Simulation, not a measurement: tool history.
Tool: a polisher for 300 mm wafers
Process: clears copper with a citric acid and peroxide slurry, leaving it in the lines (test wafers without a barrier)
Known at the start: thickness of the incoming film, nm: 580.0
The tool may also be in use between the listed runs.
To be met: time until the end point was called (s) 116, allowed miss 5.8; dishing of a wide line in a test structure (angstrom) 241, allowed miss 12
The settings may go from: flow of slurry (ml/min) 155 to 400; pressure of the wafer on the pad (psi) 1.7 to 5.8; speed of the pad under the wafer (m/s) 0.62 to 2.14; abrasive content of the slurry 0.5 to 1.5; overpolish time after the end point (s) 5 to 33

| run | hour | flow of slurry (ml/min) | pressure of the wafer on the pad (psi) | speed of the pad under the wafer (m/s) | abrasive content of the slurry | overpolish time after the end point (s) | time until the end point was called (s) | dishing of a wide line in a test structure (angstrom) |
|---|---|---|---|---|---|---|---|---|
| 1 | 0 | 255 | 3.7 | 1.38 | 1 | 17 | 153.52 | 571.4 |
| 2 | 4.4 | 255 | 3.7 | 1.38 | 1.2 | 17 | 139.75 | 587.31 |
| 3 | 7.2 | 255 | 3.4 | 1.46 | 1.25 | 14 | 138.06 | 522.22 |
| 4 | 15.4 | 315 | 3.4 | 1.46 | 1.25 | 14 | 138.25 | 512.63 |
| 5 | 16.3 | 315 | 3.4 | 1.46 | 1.45 | 14 | 129.3 | 539.1 |
| 6 | 21.8 | 315 | 3.4 | 1.22 | 1.45 | 14 | 156.68 | 468.46 |
| 7 | 29.1 | 335 | 3 | 1.36 | 1.45 | 12 | 151.51 | 412.61 |
| 8 | 31.1 | 350 | 2.7 | 1.5 | 1.4 | 11 | 150.06 | 394.89 |
| 9 | 34.9 | 360 | 2.5 | 1.58 | 1.4 | 10 | 144.6 | 370.95 |
| 10 | 37.6 | 370 | 2.3 | 1.68 | 1.3 | 9 | 151.31 | 325.6 |
| 11 | 45.3 | 370 | 2.3 | 1.68 | 1.3 | 9 | 145.78 | 327.19 |
| 12 | 46.6 | 375 | 2.3 | 1.78 | 1.15 | 8 | 145.63 | 306.63 |

Which of these 5 next moves meets every target?
| A | 47.9 | 400 | 2.3 | 1.88 | 1.25 | 10 | ? | ? |
| B | 47.9 | 390 | 2.8 | 1.98 | 1.1 | 5 | ? | ? |
| C | 47.9 | 395 | 1.8 | 1.64 | 1.2 | 12 | ? | ? |
| D | 47.9 | 380 | 1.7 | 1.54 | 1.1 | 15 | ? | ? |
| E | 47.9 | 385 | 2.8 | 1.98 | 1.2 | 9 | ? | ? |

| move | time until the end point was called (s) | dishing of a wide line in a test structure (angstrom) |
|---|---|---|
| A | 132.3 | 396.33 |
| B | 117.16 | 237.59 |
| C | 173.62 | 364.6 |
| D | 195.28 | 399.17 |
| E | 114.16 | 413.07 |
A: further off than the last run
B: meets every target
C: further off than the last run
D: further off than the last run
E: further off than the last run
Move B is the one to make.
